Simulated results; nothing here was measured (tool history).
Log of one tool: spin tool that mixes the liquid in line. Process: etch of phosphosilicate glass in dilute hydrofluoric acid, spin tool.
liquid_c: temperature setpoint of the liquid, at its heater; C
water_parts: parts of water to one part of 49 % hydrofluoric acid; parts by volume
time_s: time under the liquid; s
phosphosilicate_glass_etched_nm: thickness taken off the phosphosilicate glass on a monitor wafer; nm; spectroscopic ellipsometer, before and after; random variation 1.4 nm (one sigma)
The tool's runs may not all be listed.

run	hour	liquid_c	water_parts	time_s	phosphosilicate_glass_etched_nm
1	0.0	24.0	40	50	143.48
2	8.2	25.0	40	50	150.69
3	15.4	25.0	40	50	150.72
4	19.3	28.5	40	50	171.55
5	21.2	28.5	25	50	284.92
6	26.2	28.0	25	50	275.60

Forecast run 7:
7	30.3	27.5	25	50	?

Run 7 gave phosphosilicate_glass_etched_nm 270.10 nm.

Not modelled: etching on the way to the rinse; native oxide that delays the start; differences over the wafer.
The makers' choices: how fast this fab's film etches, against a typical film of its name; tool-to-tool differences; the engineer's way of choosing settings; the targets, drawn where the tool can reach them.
